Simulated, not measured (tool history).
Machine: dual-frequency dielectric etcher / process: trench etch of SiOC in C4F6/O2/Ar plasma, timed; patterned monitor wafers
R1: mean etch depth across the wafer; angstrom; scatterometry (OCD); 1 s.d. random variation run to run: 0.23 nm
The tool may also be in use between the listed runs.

{"run": 1, "hour": 0.0, "source power (W)": 340, "bias power (W)": 140, "etch time (s)": 18, "R1": 308.64}
{"run": 2, "hour": 6.0, "source power (W)": 290, "bias power (W)": 140, "etch time (s)": 18, "R1": 295.18}
{"run": 3, "hour": 13.7, "source power (W)": 290, "bias power (W)": 140, "etch time (s)": 19, "R1": 312.76}
{"run": 4, "hour": 16.7, "source power (W)": 300, "bias power (W)": 141, "etch time (s)": 19, "R1": 315.73}
{"run": 5, "hour": 18.0, "source power (W)": 300, "bias power (W)": 141, "etch time (s)": 18, "R1": 300.36}
{"run": 6, "hour": 20.1, "source power (W)": 310, "bias power (W)": 143, "etch time (s)": 18, "R1": 301.98}

For run 7, what comes out?
{"run": 7, "hour": 28.1, "source power (W)": 320, "bias power (W)": 145, "etch time (s)": 18, "R1": "?"}

R1: 308.25 angstrom
